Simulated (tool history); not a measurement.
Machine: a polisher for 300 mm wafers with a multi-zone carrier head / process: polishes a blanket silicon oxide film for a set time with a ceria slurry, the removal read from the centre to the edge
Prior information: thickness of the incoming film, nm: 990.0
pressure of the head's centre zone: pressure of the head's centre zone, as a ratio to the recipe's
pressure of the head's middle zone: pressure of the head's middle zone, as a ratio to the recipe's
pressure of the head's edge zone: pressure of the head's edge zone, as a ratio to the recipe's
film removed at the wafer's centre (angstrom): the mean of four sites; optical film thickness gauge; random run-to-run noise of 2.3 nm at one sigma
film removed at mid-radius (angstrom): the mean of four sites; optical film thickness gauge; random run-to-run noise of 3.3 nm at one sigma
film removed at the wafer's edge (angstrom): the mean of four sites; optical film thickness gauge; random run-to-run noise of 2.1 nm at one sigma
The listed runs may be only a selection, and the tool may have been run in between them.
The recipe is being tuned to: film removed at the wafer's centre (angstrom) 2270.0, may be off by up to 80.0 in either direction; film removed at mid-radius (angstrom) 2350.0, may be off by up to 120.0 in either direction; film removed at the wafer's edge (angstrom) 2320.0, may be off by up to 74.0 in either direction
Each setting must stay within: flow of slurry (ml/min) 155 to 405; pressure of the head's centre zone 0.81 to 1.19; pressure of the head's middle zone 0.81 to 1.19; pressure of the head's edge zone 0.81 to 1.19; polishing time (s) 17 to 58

run  hour  flow of slurry (ml/min)  pressure of the head's centre zone  pressure of the head's middle zone  pressure of the head's edge zone  polishing time (s)  film removed at the wafer's centre (angstrom)  film removed at mid-radius (angstrom)  film removed at the wafer's edge (angstrom)
  1   0.0                      260                                1.00                                1.00                              1.00                  37                                         1878.1                                 1920.3                                       1948.4
  2   8.8                      260                                1.00                                1.00                              0.93                  37                                         1879.0                                 1881.6                                       1892.0
  3  14.9                      265                                1.01                                1.02                              0.98                  38                                         1917.5                                 1976.8                                       1983.6
  4  15.7                      265                                1.01                                0.99                              0.98                  38                                         1913.5                                 1938.4                                       1952.9
  5  22.5                      260                                1.03                                1.01                              1.01                  40                                         2069.1                                 2106.6                                       2151.4
  6  24.4                      265                                1.05                                1.03                              1.02                  40                                         2151.0                                 2084.9                                       2147.9
  7  28.3                      265                                1.05                                1.06                              1.03                  41                                         2189.9                                 2229.2                                       2205.4
  8  34.0                      265                                1.05                                1.07                              1.05                  41                                         2170.8                                 2199.2                                       2190.3

Consider the 4 candidate settings below. Which is the only one whose results all fall within their allowed miss of target?
  A  39.7                      240                                1.06                                0.87                              1.19                  42                                              ?                                      ?                                            ?
  B  39.7                      260                                1.05                                1.08                              1.08                  43                                              ?                                      ?                                            ?
  C  39.7                      250                                1.05                                0.96                              1.19                  41                                              ?                                      ?                                            ?
  D  39.7                      260                                1.12                                0.98                              0.99                  40                                              ?                                      ?                                            ?

move  film removed at the wafer's centre (angstrom)  film removed at mid-radius (angstrom)  film removed at the wafer's edge (angstrom)
   A                                         2195.8                                 1933.8                                       2339.1
   B                                         2255.2                                 2347.7                                       2322.2
   C                                         2137.0                                 2039.1                                       2290.2
   D                                         2237.3                                 2029.5                                       2097.8
A: meets the target for the result that was furthest off, but another lies outside its allowed miss
B: every result within its allowed miss
C: meets the target for the result that was furthest off, but another lies outside its allowed miss
D: lands further from the targets than the last run did
Correct choice: B, which meets every target
